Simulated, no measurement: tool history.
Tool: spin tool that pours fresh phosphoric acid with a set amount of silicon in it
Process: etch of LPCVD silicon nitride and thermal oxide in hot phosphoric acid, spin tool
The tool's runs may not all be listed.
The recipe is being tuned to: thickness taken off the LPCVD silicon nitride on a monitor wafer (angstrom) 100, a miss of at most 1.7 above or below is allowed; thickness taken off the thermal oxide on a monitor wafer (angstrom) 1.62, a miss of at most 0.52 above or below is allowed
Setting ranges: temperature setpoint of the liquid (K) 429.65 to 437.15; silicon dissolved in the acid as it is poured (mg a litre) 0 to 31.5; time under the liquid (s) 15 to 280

| run | hour | temperature setpoint of the liquid (K) | silicon dissolved in the acid as it is poured (mg a litre) | time under the liquid (s) | thickness taken off the LPCVD silicon nitride on a monitor wafer (angstrom) | thickness taken off the thermal oxide on a monitor wafer (angstrom) |
|---|---|---|---|---|---|---|
| 1 | 0 | 432.15 | 14 | 145 | 120.61 | 3.1128 |
| 2 | 1.1 | 431.65 | 16 | 145 | 119.05 | 2.7723 |
| 3 | 3.6 | 431.15 | 17.5 | 140 | 113.98 | 2.5791 |
| 4 | 12.5 | 430.15 | 17.5 | 140 | 108.64 | 2.2959 |
| 5 | 21 | 430.15 | 19 | 140 | 109.44 | 1.9572 |
| 6 | 28.5 | 430.15 | 19 | 90 | 70.161 | 1.3003 |
| 7 | 36.3 | 431.15 | 21 | 95 | 77.176 | 1.3598 |
| 8 | 43.1 | 432.15 | 22 | 95 | 78.897 | 1.1218 |
| 9 | 48.4 | 432.65 | 21.5 | 95 | 80.532 | 1.768 |
| 10 | 50.8 | 433.15 | 30.5 | 130 | 111.44 | 1.4776 |
| 11 | 56.6 | 432.65 | 29 | 130 | 111 | 1.7408 |
| 12 | 63.7 | 430.15 | 31 | 125 | 96.605 | 1.1919 |
| 13 | 66.8 | 430.15 | 30 | 125 | 97.799 | 1.3742 |
| 14 | 67.7 | 430.15 | 29.5 | 125 | 97.613 | 1.1969 |
| 15 | 72.4 | 430.15 | 28.5 | 125 | 97.399 | 1.2233 |
| 16 | 79.5 | 430.15 | 27.5 | 125 | 97.169 | 1.2862 |
| 17 | 86.8 | 430.15 | 27.5 | 125 | 97.421 | 1.4212 |
| 18 | 89 | 430.15 | 27 | 125 | 96.881 | 1.4627 |

Exactly one of the 4 candidate moves below puts every result within its allowed miss. Which one?
| A | 91.2 | 429.65 | 22.5 | 130 | ? | ? |
| B | 91.2 | 433.15 | 2.5 | 105 | ? | ? |
| C | 91.2 | 429.65 | 31.5 | 135 | ? | ? |
| D | 91.2 | 429.65 | 10.5 | 120 | ? | ? |

| move | thickness taken off the LPCVD silicon nitride on a monitor wafer (angstrom) | thickness taken off the thermal oxide on a monitor wafer (angstrom) |
|---|---|---|
| A | 99.39 | 1.8239 |
| B | 90.377 | 3.0908 |
| C | 103.21 | 1.3695 |
| D | 91.745 | 2.3052 |
A: in spec on every target
B: its largest miss is bigger than the last run's
C: takes the result that was furthest off past its target
D: its largest miss is bigger than the last run's
So the answer is move A, the one that meets all the targets.
